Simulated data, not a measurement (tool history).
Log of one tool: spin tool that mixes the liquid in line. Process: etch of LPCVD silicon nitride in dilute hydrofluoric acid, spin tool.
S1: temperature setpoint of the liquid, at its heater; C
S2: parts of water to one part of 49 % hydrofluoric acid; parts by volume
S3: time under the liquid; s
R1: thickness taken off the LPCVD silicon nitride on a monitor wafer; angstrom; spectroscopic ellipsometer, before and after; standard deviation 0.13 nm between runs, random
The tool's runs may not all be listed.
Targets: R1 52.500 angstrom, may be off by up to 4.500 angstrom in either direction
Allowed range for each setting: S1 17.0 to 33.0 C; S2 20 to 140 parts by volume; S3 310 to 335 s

run    day    S1  S2   S3      R1
  1  0.000  25.0  75  310  21.718
  2  0.333  25.0  75  335  23.617
  3  0.550  21.5  75  335  19.323
  4  0.788  22.5  70  335  22.000
  5  1.108  22.5  55  335  27.614
  6  1.412  21.0  55  335  24.216
  7  1.517  22.0  55  335  25.759
  8  1.617  23.0  55  335  27.947
  9  1.821  24.0  55  335  30.025
 10  2.008  24.5  55  335  32.043
 11  2.350  25.0  55  335  32.000
 12  2.396  25.5  55  335  33.806

5 next moves are on the table. One of them brings every result within its allowed miss. Which?
  A  2.442  32.5  55  335   ?
  B  2.442  29.5  35  335   ?
  C  2.442  27.0  50  335   ?
  D  2.442  30.5  40  335   ?
  E  2.442  28.0  50  335   ?

move      R1
   A  54.289
   B  69.961
   C  41.838
   D  65.491
   E  44.680
A: every result lands within tolerance
B: takes the result that was furthest off past its target
C: gains on the last run, yet a result remains outside its allowed miss
D: takes the result that was furthest off past its target
E: gains on the last run, yet a result remains outside its allowed miss
Answer: A
